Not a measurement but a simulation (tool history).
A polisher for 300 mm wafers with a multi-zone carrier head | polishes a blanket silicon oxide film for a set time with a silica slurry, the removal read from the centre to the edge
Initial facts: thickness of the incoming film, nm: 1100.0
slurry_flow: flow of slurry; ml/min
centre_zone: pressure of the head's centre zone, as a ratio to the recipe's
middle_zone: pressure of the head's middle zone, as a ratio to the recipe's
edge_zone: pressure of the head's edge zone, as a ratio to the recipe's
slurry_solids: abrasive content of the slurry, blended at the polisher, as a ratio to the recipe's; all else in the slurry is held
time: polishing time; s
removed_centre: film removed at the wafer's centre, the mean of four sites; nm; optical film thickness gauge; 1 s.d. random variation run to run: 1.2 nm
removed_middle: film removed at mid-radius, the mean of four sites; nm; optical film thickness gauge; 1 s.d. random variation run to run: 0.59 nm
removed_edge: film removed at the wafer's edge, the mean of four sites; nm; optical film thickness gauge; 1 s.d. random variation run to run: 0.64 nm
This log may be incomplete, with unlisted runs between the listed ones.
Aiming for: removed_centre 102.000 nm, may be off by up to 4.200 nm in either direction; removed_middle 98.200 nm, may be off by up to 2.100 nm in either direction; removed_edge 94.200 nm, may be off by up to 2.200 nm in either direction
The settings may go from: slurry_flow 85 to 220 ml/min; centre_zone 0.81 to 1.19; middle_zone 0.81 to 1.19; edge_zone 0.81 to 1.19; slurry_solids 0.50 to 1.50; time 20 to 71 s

run,day,slurry_flow,centre_zone,middle_zone,edge_zone,slurry_solids,time,removed_centre,removed_middle,removed_edge
1,0.000,140,1.00,1.00,1.00,1.00,45,151.920,151.980,150.910
2,0.029,140,1.00,1.00,1.00,1.20,45,168.940,166.590,165.890
3,0.221,140,1.00,1.03,1.00,1.20,45,168.790,172.100,167.080
4,0.438,140,1.00,0.97,1.00,1.20,45,165.720,163.590,165.890
5,0.646,135,1.00,0.96,0.95,1.00,44,151.070,143.060,142.490
6,0.954,135,1.05,0.96,0.95,1.00,44,153.180,144.140,144.240
7,1.146,125,1.01,0.95,0.92,0.85,43,130.170,124.300,124.190
8,1.204,110,0.95,0.94,0.82,0.60,43,91.567,90.296,87.399
9,1.246,120,0.95,0.94,0.82,0.60,43,95.502,93.004,89.446
10,1.604,125,0.95,0.94,0.83,0.60,43,94.765,93.616,89.906
11,1.871,135,0.96,0.94,0.83,0.60,43,97.519,94.516,90.321
12,2.054,140,0.96,0.94,0.84,0.60,43,97.244,95.132,90.970
13,2.375,145,0.97,0.94,0.85,0.60,43,97.888,94.861,93.040

Next run, 5 choices. One meets every target within its allowed miss, the rest don't. Which?
A,2.696,140,0.93,0.95,0.84,0.65,39,?,?,?
B,2.696,115,0.98,1.03,0.81,0.70,38,?,?,?
C,2.696,125,1.07,0.95,0.85,0.65,40,?,?,?
D,2.696,125,1.00,0.95,0.84,0.65,42,?,?,?
E,2.696,130,1.17,0.97,0.83,0.90,32,?,?,?

move,removed_centre,removed_middle,removed_edge
A,93.620,93.596,89.031
B,96.719,100.340,88.556
C,103.380,94.115,90.555
D,103.590,98.847,94.583
E,112.940,98.077,91.578
A: the biggest miss grows against the last run
B: takes the biggest miss from the last run beyond its target
C: the biggest miss grows against the last run
D: in spec on every target
E: gets the furthest-off result to its target, but another result is out of tolerance
Answer: D
